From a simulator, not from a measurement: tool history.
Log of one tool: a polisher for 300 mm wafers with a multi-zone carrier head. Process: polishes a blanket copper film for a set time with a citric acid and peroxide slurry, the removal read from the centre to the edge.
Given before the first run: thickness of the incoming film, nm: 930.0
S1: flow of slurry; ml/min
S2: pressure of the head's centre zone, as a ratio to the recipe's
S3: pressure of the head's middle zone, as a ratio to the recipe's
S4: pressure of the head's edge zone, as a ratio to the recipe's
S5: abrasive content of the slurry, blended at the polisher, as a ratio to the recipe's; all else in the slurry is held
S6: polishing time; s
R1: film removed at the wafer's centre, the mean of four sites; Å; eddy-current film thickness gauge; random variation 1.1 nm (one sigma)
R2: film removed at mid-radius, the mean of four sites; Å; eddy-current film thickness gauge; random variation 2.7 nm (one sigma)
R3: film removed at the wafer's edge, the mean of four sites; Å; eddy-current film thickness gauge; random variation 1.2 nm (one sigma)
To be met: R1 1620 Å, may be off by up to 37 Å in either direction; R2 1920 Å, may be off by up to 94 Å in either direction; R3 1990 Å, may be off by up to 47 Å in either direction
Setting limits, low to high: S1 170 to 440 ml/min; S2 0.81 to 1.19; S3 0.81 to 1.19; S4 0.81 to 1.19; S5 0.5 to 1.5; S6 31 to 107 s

Run 1, day 0: S1 280 ml/min, S2 1, S3 1, S4 1, S5 1, S6 69 s. Result: R1 1169 Å, R2 1334.6 Å, R3 1336.3 Å.
Run 2, day 0.204: S1 310 ml/min, S2 1, S3 1, S4 1, S5 1, S6 69 s. Result: R1 1181 Å, R2 1331.9 Å, R3 1337.4 Å.
Run 3, day 0.346: S1 300 ml/min, S2 1, S3 1.01, S4 1.02, S5 1.1, S6 71 s. Result: R1 1233.7 Å, R2 1373.8 Å, R3 1417.1 Å.
Run 4, day 0.371: S1 300 ml/min, S2 1, S3 1.01, S4 1.02, S5 1.3, S6 71 s. Result: R1 1283.3 Å, R2 1423.4 Å, R3 1484.4 Å.
Run 5, day 0.5: S1 300 ml/min, S2 1, S3 1.01, S4 0.98, S5 1.3, S6 71 s. Result: R1 1275.8 Å, R2 1486.9 Å, R3 1450.3 Å.
Run 6, day 0.788: S1 295 ml/min, S2 1, S3 1.02, S4 1, S5 1.35, S6 73 s. Result: R1 1342.1 Å, R2 1491.4 Å, R3 1535.6 Å.
Run 7, day 0.988: S1 300 ml/min, S2 0.99, S3 1.04, S4 1.01, S5 1.35, S6 75 s. Result: R1 1365.6 Å, R2 1626.1 Å, R3 1587.9 Å.
Run 8, day 1.117: S1 300 ml/min, S2 0.99, S3 1.05, S4 1.03, S5 1.35, S6 76 s. Result: R1 1383.3 Å, R2 1643.9 Å, R3 1616.1 Å.
Run 9, day 1.367: S1 300 ml/min, S2 0.99, S3 1.06, S4 1.05, S5 1.35, S6 77 s. Result: R1 1409.6 Å, R2 1658.3 Å, R3 1644.7 Å.
Run 10, day 1.462: S1 300 ml/min, S2 0.99, S3 1.06, S4 1.07, S5 1.35, S6 78 s. Result: R1 1430.8 Å, R2 1674 Å, R3 1686.9 Å.
Run 11, day 1.546: S1 305 ml/min, S2 0.99, S3 1.07, S4 1.08, S5 1.35, S6 79 s. Result: R1 1448.5 Å, R2 1683.6 Å, R3 1733.3 Å.
Run 12, day 1.771: S1 310 ml/min, S2 0.99, S3 1.08, S4 1.09, S5 1.35, S6 80 s. Result: R1 1460.8 Å, R2 1766.4 Å, R3 1771.5 Å.
Run 13, day 1.888: S1 320 ml/min, S2 1, S3 1.09, S4 1.11, S5 1.35, S6 80 s. Result: R1 1490.2 Å, R2 1770.8 Å, R3 1770.8 Å.
Run 14, day 1.942: S1 320 ml/min, S2 1, S3 1.09, S4 1.12, S5 1.35, S6 81 s. Result: R1 1488.3 Å, R2 1786.2 Å, R3 1785.3 Å.
At day 2.062: centre zone pressure recalibrated.
Run 15, day 2.062: S1 320 ml/min, S2 1, S3 1.09, S4 1.13, S5 1.35, S6 82 s. Result: R1 1733.9 Å, R2 1811.1 Å, R3 1827.7 Å.
Run 16, day 2.404: S1 310 ml/min, S2 0.99, S3 1.09, S4 1.14, S5 1.35, S6 83 s. Result: R1 1708.6 Å, R2 1779.9 Å, R3 1890 Å.
Run 17, day 2.588: S1 325 ml/min, S2 0.98, S3 1.09, S4 1.14, S5 1.35, S6 83 s. Result: R1 1710.2 Å, R2 1848.1 Å, R3 1854.9 Å.
Run 18, day 2.633: S1 320 ml/min, S2 0.98, S3 1.1, S4 1.14, S5 1.35, S6 83 s. Result: R1 1702.7 Å, R2 1784.2 Å, R3 1869.1 Å.
Run 19, day 2.771: S1 305 ml/min, S2 0.99, S3 1.1, S4 1.14, S5 1.35, S6 83 s. Result: R1 1718.7 Å, R2 1762.2 Å, R3 1871.4 Å.

Below are 5 possible settings for the next run. Only one of them brings all results inside the allowed miss of their targets. Which is it?
Run A, day 2.908: S1 420 ml/min, S2 0.98, S3 1.19, S4 1.07, S5 1.45, S6 79 s. Result: R1 ?, R2 ?, R3 ?.
Run B, day 2.908: S1 440 ml/min, S2 0.86, S3 1.17, S4 1.02, S5 1.5, S6 89 s. Result: R1 ?, R2 ?, R3 ?.
Run C, day 2.908: S1 345 ml/min, S2 0.85, S3 1.14, S4 0.99, S5 1.5, S6 84 s. Result: R1 ?, R2 ?, R3 ?.
Run D, day 2.908: S1 290 ml/min, S2 0.85, S3 1.02, S4 1.08, S5 1.4, S6 90 s. Result: R1 ?, R2 ?, R3 ?.
Run E, day 2.908: S1 270 ml/min, S2 0.92, S3 1.08, S4 1.15, S5 1.45, S6 87 s. Result: R1 ?, R2 ?, R3 ?.

move      R1      R2      R3
   A  1680.6  1921.4  1762.5
   B  1680.5  2171.3  1962.1
   C  1538.4  1985.4  1802.1
   D    1592  1934.8  1958.5
   E  1671.7  1935.5  1963.2
A: its largest miss is bigger than the last run's
B: roughly where the last run was
C: carries the result that was furthest off beyond its target, to the other side
D: every result within its allowed miss
E: nearer the targets than the last run, but a result is still out of spec
So the answer is move D, the one that meets all the targets.

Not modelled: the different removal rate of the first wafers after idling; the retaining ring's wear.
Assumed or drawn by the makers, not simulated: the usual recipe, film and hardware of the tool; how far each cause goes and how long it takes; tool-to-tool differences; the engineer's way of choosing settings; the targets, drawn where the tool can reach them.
